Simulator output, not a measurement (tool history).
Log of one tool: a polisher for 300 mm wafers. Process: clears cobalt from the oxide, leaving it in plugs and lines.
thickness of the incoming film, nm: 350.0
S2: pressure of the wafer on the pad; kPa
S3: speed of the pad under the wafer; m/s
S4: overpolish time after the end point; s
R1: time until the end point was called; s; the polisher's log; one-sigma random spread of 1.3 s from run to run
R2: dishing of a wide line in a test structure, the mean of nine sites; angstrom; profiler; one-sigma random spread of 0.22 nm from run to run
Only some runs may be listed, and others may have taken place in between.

{"run": 1, "hour": 0.0, "flow of slurry (ml/min)": 285, "S2": 15.2, "S3": 1.12, "S4": 9, "R1": 61.971, "R2": 342.11}
{"run": 2, "hour": 2.8, "flow of slurry (ml/min)": 285, "S2": 13.8, "S3": 1.1, "S4": 7, "R1": 66.622, "R2": 278.91}
{"run": 3, "hour": 6.6, "flow of slurry (ml/min)": 285, "S2": 15.9, "S3": 1.1, "S4": 7, "R1": 61.899, "R2": 292.49}
{"run": 4, "hour": 12.3, "flow of slurry (ml/min)": 285, "S2": 13.8, "S3": 1.1, "S4": 7, "R1": 69.02, "R2": 273.22}
{"run": 5, "hour": 15.3, "flow of slurry (ml/min)": 285, "S2": 12.4, "S3": 1.08, "S4": 6, "R1": 74.357, "R2": 241.52}
{"run": 6, "hour": 18.9, "flow of slurry (ml/min)": 285, "S2": 12.4, "S3": 1.08, "S4": 7, "R1": 73.847, "R2": 259.85}
{"run": 7, "hour": 26.4, "flow of slurry (ml/min)": 285, "S2": 11.7, "S3": 1.06, "S4": 6, "R1": 78.234, "R2": 228.44}

Expected results for the next run?
{"run": 8, "hour": 27.4, "flow of slurry (ml/min)": 285, "S2": 11.0, "S3": 1.06, "S4": 5, "R1": "?", "R2": "?"}

Run 8 measured R1 80.118 s, R2 195.34 angstrom.
